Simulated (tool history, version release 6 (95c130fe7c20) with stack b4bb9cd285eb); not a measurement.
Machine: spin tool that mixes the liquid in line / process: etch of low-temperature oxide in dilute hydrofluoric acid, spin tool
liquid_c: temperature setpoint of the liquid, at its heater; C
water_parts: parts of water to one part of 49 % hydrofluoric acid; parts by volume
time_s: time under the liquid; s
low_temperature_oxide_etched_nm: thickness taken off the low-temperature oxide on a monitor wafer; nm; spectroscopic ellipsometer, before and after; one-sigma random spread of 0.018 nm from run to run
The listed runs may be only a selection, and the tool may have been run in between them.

run	hour	liquid_c	water_parts	time_s	low_temperature_oxide_etched_nm
1	0.0	25.0	300	85	2.9844
2	6.7	24.0	300	85	2.8715
3	7.9	24.0	250	85	3.6405
4	12.4	23.0	260	85	3.3032
5	21.0	22.0	265	85	3.1221
6	25.5	22.0	175	85	5.2358
7	29.2	21.5	190	85	4.5934
8	36.5	21.5	190	85	4.6823
9	40.1	21.0	205	85	4.1206
10	45.1	20.5	215	85	3.8618
11	49.5	20.0	225	85	3.5596

For run 12, what comes out?
12	52.4	19.5	235	85	?

low_temperature_oxide_etched_nm: 3.3303 nm
